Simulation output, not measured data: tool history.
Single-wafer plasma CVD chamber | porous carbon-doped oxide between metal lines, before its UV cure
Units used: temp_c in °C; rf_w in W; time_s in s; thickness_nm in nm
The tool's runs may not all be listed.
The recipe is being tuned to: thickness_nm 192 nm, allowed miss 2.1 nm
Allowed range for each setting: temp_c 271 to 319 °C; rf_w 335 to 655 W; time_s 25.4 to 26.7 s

run	hour	temp_c	rf_w	time_s	thickness_nm
1	0	295	495	26.7	149.19
2	8.6	288	520	26.7	162.1
3	9.5	288	555	26.7	170.35
4	16.9	288	555	25.4	162.33
5	19.1	283	570	25.4	170.43
6	21.1	280	585	25.4	177.38
7	24.6	277	590	25.4	180.84
8	29	275	595	25.4	184.74

Below are 5 possible settings for the next run. Only one of them brings all results inside the allowed miss of their targets. Which is it?
A	33.4	277	625	26.3	?
B	33.4	278	605	26.5	?
C	33.4	272	555	25.6	?
D	33.4	277	560	25.5	?
E	33.4	271	590	26.6	?

move	thickness_nm
A	197.76
B	192.93
C	179.66
D	175.32
E	197.37
A: moves the result that the last run missed by most past its target, out the other side
B: all results in spec
C: the biggest miss grows against the last run
D: the biggest miss grows against the last run
E: moves the result that the last run missed by most past its target, out the other side
B is the move that brings every result within its allowed miss.
